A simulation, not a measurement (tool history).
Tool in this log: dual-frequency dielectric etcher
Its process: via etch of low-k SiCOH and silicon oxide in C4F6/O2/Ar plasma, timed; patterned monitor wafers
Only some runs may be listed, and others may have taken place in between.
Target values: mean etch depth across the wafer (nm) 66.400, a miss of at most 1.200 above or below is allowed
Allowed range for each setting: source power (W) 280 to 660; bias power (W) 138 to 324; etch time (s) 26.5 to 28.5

run,hour,source power (W),bias power (W),etch time (s),mean etch depth across the wafer (nm)
1,0.0,470,231,28.5,82.600
2,6.0,530,231,28.5,87.345
3,8.9,530,264,28.5,93.358
4,15.9,530,264,28.5,93.615
5,19.4,440,264,28.5,85.653
6,25.7,440,264,26.5,80.220
7,28.5,390,257,26.5,75.877
8,29.7,390,257,26.5,75.253
9,36.9,290,223,26.5,61.091
10,39.6,310,224,26.5,63.057
11,40.7,320,224,26.5,64.253
12,42.4,330,224,26.5,64.875

Exercise: of the 5 proposed moves below, exactly one satisfies all targets within the stated allowed misses. Which move is it?
A,44.1,370,213,26.5,?
B,44.1,280,222,27.5,?
C,44.1,320,192,28.5,?
D,44.1,320,199,27.5,?
E,44.1,340,210,26.5,?

move,mean etch depth across the wafer (nm)
A,66.614
B,62.556
C,63.390
D,62.437
E,63.699
A: in spec on every target
B: further off than the last run
C: further off than the last run
D: further off than the last run
E: further off than the last run
A is the move that brings every result within its allowed miss.

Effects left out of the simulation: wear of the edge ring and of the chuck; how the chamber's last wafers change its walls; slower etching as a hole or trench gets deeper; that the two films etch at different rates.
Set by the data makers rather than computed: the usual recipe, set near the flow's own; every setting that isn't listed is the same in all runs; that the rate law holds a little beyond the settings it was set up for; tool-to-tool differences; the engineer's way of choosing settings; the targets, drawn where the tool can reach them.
